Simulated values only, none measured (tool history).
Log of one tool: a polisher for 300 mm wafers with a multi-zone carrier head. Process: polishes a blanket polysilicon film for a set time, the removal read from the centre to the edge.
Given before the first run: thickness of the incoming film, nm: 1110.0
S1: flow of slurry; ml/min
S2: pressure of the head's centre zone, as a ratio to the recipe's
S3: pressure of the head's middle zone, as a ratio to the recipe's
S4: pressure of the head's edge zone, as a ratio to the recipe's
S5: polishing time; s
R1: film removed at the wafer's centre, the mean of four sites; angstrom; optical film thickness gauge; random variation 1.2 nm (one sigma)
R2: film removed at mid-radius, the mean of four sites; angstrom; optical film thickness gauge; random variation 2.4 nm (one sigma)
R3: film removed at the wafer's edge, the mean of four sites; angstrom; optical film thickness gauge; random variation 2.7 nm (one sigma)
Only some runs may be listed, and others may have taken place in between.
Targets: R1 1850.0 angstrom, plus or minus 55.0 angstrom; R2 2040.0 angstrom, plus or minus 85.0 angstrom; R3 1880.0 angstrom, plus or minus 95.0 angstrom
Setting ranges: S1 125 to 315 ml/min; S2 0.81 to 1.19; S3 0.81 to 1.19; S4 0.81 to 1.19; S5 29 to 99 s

| run | hour | S1 | S2 | S3 | S4 | S5 | R1 | R2 | R3 |
|---|---|---|---|---|---|---|---|---|---|
| 1 | 0.0 | 205 | 1.00 | 1.00 | 1.00 | 64 | 3140.2 | 3151.6 | 3130.3 |
| 2 | 4.2 | 205 | 1.07 | 1.00 | 1.00 | 64 | 3322.9 | 3088.5 | 3154.9 |
| 3 | 6.1 | 200 | 1.02 | 0.99 | 0.96 | 56 | 2789.9 | 2708.3 | 2757.0 |
| 4 | 7.7 | 155 | 1.02 | 0.99 | 0.96 | 56 | 2681.9 | 2594.3 | 2614.5 |
| 5 | 8.3 | 155 | 1.02 | 0.99 | 0.96 | 43 | 2039.2 | 2009.8 | 2008.9 |
| 6 | 10.2 | 155 | 1.02 | 0.91 | 0.96 | 43 | 2067.3 | 1841.6 | 2025.2 |
| 7 | 11.0 | 150 | 1.00 | 0.94 | 0.94 | 42 | 1938.0 | 1845.7 | 1933.2 |
| 8 | 12.5 | 145 | 0.97 | 1.04 | 0.90 | 44 | 1996.1 | 2152.3 | 1921.0 |
| 9 | 20.4 | 140 | 0.96 | 1.03 | 0.90 | 44 | 1960.8 | 2044.9 | 1959.9 |
| 10 | 23.7 | 140 | 0.95 | 1.04 | 0.89 | 44 | 1927.1 | 2056.7 | 1945.0 |

Exercise: of the 5 proposed moves below, exactly one satisfies all targets within the stated allowed misses. Which move is it?
| A | 27.0 | 130 | 0.93 | 0.95 | 0.90 | 46 | ? | ? | ? |
| B | 27.0 | 125 | 1.00 | 1.03 | 0.84 | 44 | ? | ? | ? |
| C | 27.0 | 135 | 0.98 | 1.02 | 0.89 | 44 | ? | ? | ? |
| D | 27.0 | 125 | 0.95 | 1.07 | 0.90 | 43 | ? | ? | ? |
| E | 27.0 | 130 | 1.06 | 1.07 | 0.81 | 42 | ? | ? | ? |

| move | R1 | R2 | R3 |
|---|---|---|---|
| A | 1973.0 | 2024.4 | 2024.1 |
| B | 1997.5 | 2059.0 | 1866.0 |
| C | 1990.4 | 2068.1 | 1932.8 |
| D | 1866.7 | 2078.8 | 1880.3 |
| E | 2022.7 | 2042.9 | 1760.1 |
A: its largest miss is bigger than the last run's
B: its largest miss is bigger than the last run's
C: its largest miss is bigger than the last run's
D: each result inside its tolerance
E: its largest miss is bigger than the last run's
Go with D: it meets all targets.
